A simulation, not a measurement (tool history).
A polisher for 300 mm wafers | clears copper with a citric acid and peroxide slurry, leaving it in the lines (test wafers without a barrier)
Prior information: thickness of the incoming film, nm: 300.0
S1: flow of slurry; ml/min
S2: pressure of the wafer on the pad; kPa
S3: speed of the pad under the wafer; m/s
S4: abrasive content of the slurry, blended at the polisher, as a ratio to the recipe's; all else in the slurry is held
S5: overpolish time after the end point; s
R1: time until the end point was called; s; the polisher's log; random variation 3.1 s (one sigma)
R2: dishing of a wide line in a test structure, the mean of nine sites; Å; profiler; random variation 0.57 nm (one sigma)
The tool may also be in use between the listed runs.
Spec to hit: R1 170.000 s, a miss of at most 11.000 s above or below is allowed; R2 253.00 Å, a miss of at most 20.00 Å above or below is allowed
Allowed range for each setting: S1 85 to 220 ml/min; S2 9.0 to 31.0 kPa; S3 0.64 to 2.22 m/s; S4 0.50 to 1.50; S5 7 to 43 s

Run 1, hour 0.0: S1 140 ml/min, S2 20.0 kPa, S3 1.42 m/s, S4 1.00, S5 22 s. Result: R1 84.552 s, R2 517.63 Å.
Run 2, hour 1.2: S1 140 ml/min, S2 20.0 kPa, S3 1.42 m/s, S4 1.15, S5 22 s. Result: R1 82.136 s, R2 509.81 Å.
Run 3, hour 6.7: S1 140 ml/min, S2 20.0 kPa, S3 1.10 m/s, S4 1.15, S5 22 s. Result: R1 96.393 s, R2 441.66 Å.
Run 4, hour 13.4: S1 140 ml/min, S2 20.0 kPa, S3 1.10 m/s, S4 1.15, S5 18 s. Result: R1 97.678 s, R2 394.57 Å.
Run 5, hour 16.4: S1 140 ml/min, S2 20.0 kPa, S3 1.10 m/s, S4 1.15, S5 13 s. Result: R1 98.661 s, R2 275.33 Å.
Run 6, hour 24.0: S1 140 ml/min, S2 20.0 kPa, S3 1.10 m/s, S4 1.35, S5 13 s. Result: R1 95.922 s, R2 283.39 Å.
Run 7, hour 25.4: S1 135 ml/min, S2 17.9 kPa, S3 1.08 m/s, S4 1.35, S5 15 s. Result: R1 103.450 s, R2 294.71 Å.
Run 8, hour 32.9: S1 130 ml/min, S2 12.4 kPa, S3 0.74 m/s, S4 1.30, S5 21 s. Result: R1 191.840 s, R2 241.75 Å.

Next run, 4 choices. One meets every target within its allowed miss, the rest don't. Which?
Run A, hour 40.4: S1 210 ml/min, S2 13.1 kPa, S3 0.92 m/s, S4 1.40, S5 21 s. Result: R1 ?, R2 ?.
Run B, hour 40.4: S1 100 ml/min, S2 14.5 kPa, S3 0.98 m/s, S4 1.25, S5 15 s. Result: R1 ?, R2 ?.
Run C, hour 40.4: S1 85 ml/min, S2 15.2 kPa, S3 0.74 m/s, S4 1.45, S5 20 s. Result: R1 ?, R2 ?.
Run D, hour 40.4: S1 180 ml/min, S2 15.2 kPa, S3 0.84 m/s, S4 1.35, S5 22 s. Result: R1 ?, R2 ?.

move       R1      R2
   A  148.490  292.96
   B  150.320  214.41
   C  169.410  250.67
   D  139.370  325.31
A: takes the result that was furthest off past its target
B: takes the result that was furthest off past its target
C: each result inside its tolerance
D: takes the result that was furthest off past its target
Correct choice: C, which meets every target

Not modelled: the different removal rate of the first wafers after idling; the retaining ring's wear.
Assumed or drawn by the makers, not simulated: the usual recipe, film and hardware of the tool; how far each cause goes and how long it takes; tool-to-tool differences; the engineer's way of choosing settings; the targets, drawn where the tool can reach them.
